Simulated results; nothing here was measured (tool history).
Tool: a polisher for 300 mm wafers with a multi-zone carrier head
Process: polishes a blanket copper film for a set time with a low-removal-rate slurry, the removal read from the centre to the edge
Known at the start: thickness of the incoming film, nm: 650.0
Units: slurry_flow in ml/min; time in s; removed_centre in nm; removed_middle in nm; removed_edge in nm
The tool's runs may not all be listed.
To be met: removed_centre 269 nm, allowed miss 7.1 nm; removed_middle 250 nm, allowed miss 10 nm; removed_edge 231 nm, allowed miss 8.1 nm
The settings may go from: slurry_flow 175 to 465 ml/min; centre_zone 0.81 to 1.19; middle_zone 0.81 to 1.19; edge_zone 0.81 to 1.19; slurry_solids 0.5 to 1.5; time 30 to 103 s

{"run": 1, "hour": 0.0, "slurry_flow": 295, "centre_zone": 1, "middle_zone": 1, "edge_zone": 1, "slurry_solids": 1, "time": 66, "removed_centre": 218.14, "removed_middle": 217.11, "removed_edge": 213.92}
{"run": 2, "hour": 4.5, "slurry_flow": 305, "centre_zone": 1.02, "middle_zone": 1.01, "edge_zone": 1.01, "slurry_solids": 1, "time": 66, "removed_centre": 224.47, "removed_middle": 219.94, "removed_edge": 215.01}
{"run": 3, "hour": 8.4, "slurry_flow": 305, "centre_zone": 1.02, "middle_zone": 1.01, "edge_zone": 1.01, "slurry_solids": 1, "time": 57, "removed_centre": 192.56, "removed_middle": 188.76, "removed_edge": 184.84}
{"run": 4, "hour": 14.6, "slurry_flow": 305, "centre_zone": 1.02, "middle_zone": 1.01, "edge_zone": 1.01, "slurry_solids": 1, "time": 47, "removed_centre": 159.82, "removed_middle": 157.63, "removed_edge": 152.66}
{"run": 5, "hour": 20.8, "slurry_flow": 310, "centre_zone": 1.04, "middle_zone": 1.03, "edge_zone": 1.03, "slurry_solids": 1.1, "time": 49, "removed_centre": 171.82, "removed_middle": 170.67, "removed_edge": 164.02}
{"run": 6, "hour": 27.3, "slurry_flow": 310, "centre_zone": 1.04, "middle_zone": 1.03, "edge_zone": 1.03, "slurry_solids": 1.1, "time": 61, "removed_centre": 214.51, "removed_middle": 207.82, "removed_edge": 206.49}
{"run": 7, "hour": 29.4, "slurry_flow": 320, "centre_zone": 1.06, "middle_zone": 1.05, "edge_zone": 1.03, "slurry_solids": 1.15, "time": 61, "removed_centre": 222.78, "removed_middle": 219.91, "removed_edge": 207.58}
{"run": 8, "hour": 36.6, "slurry_flow": 330, "centre_zone": 1.08, "middle_zone": 1.06, "edge_zone": 1.04, "slurry_solids": 1.2, "time": 61, "removed_centre": 229.7, "removed_middle": 218.1, "removed_edge": 211.04}
{"run": 9, "hour": 40.2, "slurry_flow": 335, "centre_zone": 1.09, "middle_zone": 1.08, "edge_zone": 1.05, "slurry_solids": 1.25, "time": 61, "removed_centre": 232.08, "removed_middle": 224.79, "removed_edge": 215.56}
{"run": 10, "hour": 46.2, "slurry_flow": 340, "centre_zone": 1.11, "middle_zone": 1.09, "edge_zone": 1.05, "slurry_solids": 1.3, "time": 61, "removed_centre": 236.87, "removed_middle": 230.89, "removed_edge": 215.75}
{"run": 11, "hour": 54.3, "slurry_flow": 345, "centre_zone": 1.12, "middle_zone": 1.09, "edge_zone": 1.05, "slurry_solids": 1.35, "time": 61, "removed_centre": 241.97, "removed_middle": 231.02, "removed_edge": 219.37}

Which of these 5 next moves meets every target?
{"run": "A", "hour": 62.4, "slurry_flow": 345, "centre_zone": 0.95, "middle_zone": 1.02, "edge_zone": 1.15, "slurry_solids": 1.5, "time": 58, "removed_centre": "?", "removed_middle": "?", "removed_edge": "?"}
{"run": "B", "hour": 62.4, "slurry_flow": 275, "centre_zone": 1.19, "middle_zone": 1.17, "edge_zone": 1.12, "slurry_solids": 0.75, "time": 72, "removed_centre": "?", "removed_middle": "?", "removed_edge": "?"}
{"run": "C", "hour": 62.4, "slurry_flow": 420, "centre_zone": 1.19, "middle_zone": 1.11, "edge_zone": 1.07, "slurry_solids": 1.1, "time": 69, "removed_centre": "?", "removed_middle": "?", "removed_edge": "?"}
{"run": "D", "hour": 62.4, "slurry_flow": 300, "centre_zone": 1.03, "middle_zone": 1.01, "edge_zone": 1.15, "slurry_solids": 1.4, "time": 60, "removed_centre": "?", "removed_middle": "?", "removed_edge": "?"}
{"run": "E", "hour": 62.4, "slurry_flow": 295, "centre_zone": 0.93, "middle_zone": 1.11, "edge_zone": 1.03, "slurry_solids": 1.5, "time": 62, "removed_centre": "?", "removed_middle": "?", "removed_edge": "?"}

move=A removed_centre=201.62 removed_middle=210.89 removed_edge=223.61
move=B removed_centre=267.72 removed_middle=248.19 removed_edge=234.31
move=C removed_centre=285.71 removed_middle=253.54 removed_edge=242.88
move=D removed_centre=220.61 removed_middle=211.22 removed_edge=226.27
move=E removed_centre=208.63 removed_middle=238.2 removed_edge=225.17
A: further off than the last run
B: meets every target
C: takes the result that was furthest off past its target
D: further off than the last run
E: further off than the last run
The right move is B.
